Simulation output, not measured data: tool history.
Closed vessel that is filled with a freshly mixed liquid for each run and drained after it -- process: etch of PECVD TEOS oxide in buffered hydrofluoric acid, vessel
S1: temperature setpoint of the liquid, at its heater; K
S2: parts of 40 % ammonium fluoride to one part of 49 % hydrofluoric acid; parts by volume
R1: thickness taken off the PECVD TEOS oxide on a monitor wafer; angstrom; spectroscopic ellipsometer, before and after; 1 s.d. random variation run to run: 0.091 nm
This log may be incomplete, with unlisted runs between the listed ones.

run 1 hour=0 | S1=294.15 S2=15.5 time_in_the_liquid_(s)=35 | R1=369.93
run 2 hour=2.1 | S1=296.65 S2=15.5 time_in_the_liquid_(s)=35 | R1=424.84
run 3 hour=5.7 | S1=296.65 S2=15.5 time_in_the_liquid_(s)=35 | R1=424.28
run 4 hour=12.5 | S1=296.65 S2=15.5 time_in_the_liquid_(s)=35 | R1=424.69
run 5 hour=13.3 | S1=295.15 S2=15.5 time_in_the_liquid_(s)=35 | R1=388.6
run 6 hour=20.1 | S1=298.15 S2=15.5 time_in_the_liquid_(s)=35 | R1=460.99
run 7 hour=24.6 | S1=296.15 S2=15.5 time_in_the_liquid_(s)=35 | R1=411.81
run 8 hour=32.5 | S1=294.65 S2=15.5 time_in_the_liquid_(s)=35 | R1=379.05
-- hour=39 hydrofluoric acid flow meter replaced
run 9 hour=39 | S1=293.65 S2=15.5 time_in_the_liquid_(s)=35 | R1=325.35
run 10 hour=39.9 | S1=293.65 S2=15.5 time_in_the_liquid_(s)=35 | R1=324.12

Predict the results of run 11:
run 11 hour=48.6 | S1=293.15 S2=15.5 time_in_the_liquid_(s)=35 | R1=?

{"run 11": {"R1": 318.03}}

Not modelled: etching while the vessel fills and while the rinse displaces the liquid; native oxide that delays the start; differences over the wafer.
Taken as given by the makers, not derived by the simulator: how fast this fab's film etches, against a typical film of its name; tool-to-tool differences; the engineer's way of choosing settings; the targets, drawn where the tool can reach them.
